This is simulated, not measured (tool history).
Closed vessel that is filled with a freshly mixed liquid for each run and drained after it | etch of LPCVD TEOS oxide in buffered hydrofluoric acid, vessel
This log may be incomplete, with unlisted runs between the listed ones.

run,hour,temperature setpoint of the liquid (C),parts of 40 % ammonium fluoride to one part of 49 % hydrofluoric acid (parts by volume),time in the liquid (s),thickness taken off the LPCVD TEOS oxide on a monitor wafer (angstrom)
1,0.0,21.0,17.0,100,1368.8
2,6.1,21.0,12.0,100,1934.0
3,13.4,21.0,7.0,100,3239.4
4,18.1,21.0,7.0,100,3243.2
5,19.9,22.0,7.0,100,3437.5
6,22.9,21.5,7.0,100,3337.7
7,26.5,21.0,7.0,100,3224.7
8,30.9,20.5,7.0,100,3139.0
9,38.8,17.0,11.5,100,1600.3
# hour 45.5: thermometer replaced
10,45.5,17.5,11.5,100,1819.8
11,49.5,17.5,11.5,100,1821.9
12,55.6,18.0,11.5,100,1860.1

Forecast run 13:
13,57.9,18.5,11.5,100,?

Run 13 measured thickness taken off the LPCVD TEOS oxide on a monitor wafer (angstrom) 1925.5.
